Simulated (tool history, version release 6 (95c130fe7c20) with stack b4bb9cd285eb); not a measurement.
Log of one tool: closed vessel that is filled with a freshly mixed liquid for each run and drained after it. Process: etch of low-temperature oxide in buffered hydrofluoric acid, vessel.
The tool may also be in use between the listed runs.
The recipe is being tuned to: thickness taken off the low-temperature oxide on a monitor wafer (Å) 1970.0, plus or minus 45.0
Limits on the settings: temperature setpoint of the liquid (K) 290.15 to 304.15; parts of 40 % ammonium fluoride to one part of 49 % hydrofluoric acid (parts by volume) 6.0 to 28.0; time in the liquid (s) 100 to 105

run  hour  temperature setpoint of the liquid (K)  parts of 40 % ammonium fluoride to one part of 49 % hydrofluoric acid (parts by volume)  time in the liquid (s)  thickness taken off the low-temperature oxide on a monitor wafer (Å)
  1   0.0                                  296.15                                                                                     17.0                     100                                                                1638.5
  2   7.5                                  296.15                                                                                     17.0                     105                                                                1710.0
  3  10.4                                  296.15                                                                                     17.0                     105                                                                1725.8
  4  16.1                                  296.15                                                                                     14.0                     105                                                                2094.6
  5  24.5                                  295.65                                                                                     14.0                     105                                                                2026.5
  6  30.2                                  293.15                                                                                     14.0                     105                                                                1769.8
  7  36.7                                  294.15                                                                                     14.0                     105                                                                1868.2
  8  44.7                                  294.65                                                                                     14.0                     105                                                                1916.7

Consider the 4 candidate settings below. Which is the only one whose results all fall within their allowed miss of target?
  A  52.7                                  295.15                                                                                     15.0                     105                                                                     ?
  B  52.7                                  294.65                                                                                     13.5                     105                                                                     ?
  C  52.7                                  293.65                                                                                     13.0                     100                                                                     ?
  D  52.7                                  297.65                                                                                     16.0                     100                                                                     ?

move  thickness taken off the low-temperature oxide on a monitor wafer (Å)
   A                                                                1844.1
   B                                                                1989.2
   C                                                                1859.5
   D                                                                1890.8
A: the biggest miss grows against the last run
B: every result within its allowed miss
C: the biggest miss grows against the last run
D: the biggest miss grows against the last run
Answer: B

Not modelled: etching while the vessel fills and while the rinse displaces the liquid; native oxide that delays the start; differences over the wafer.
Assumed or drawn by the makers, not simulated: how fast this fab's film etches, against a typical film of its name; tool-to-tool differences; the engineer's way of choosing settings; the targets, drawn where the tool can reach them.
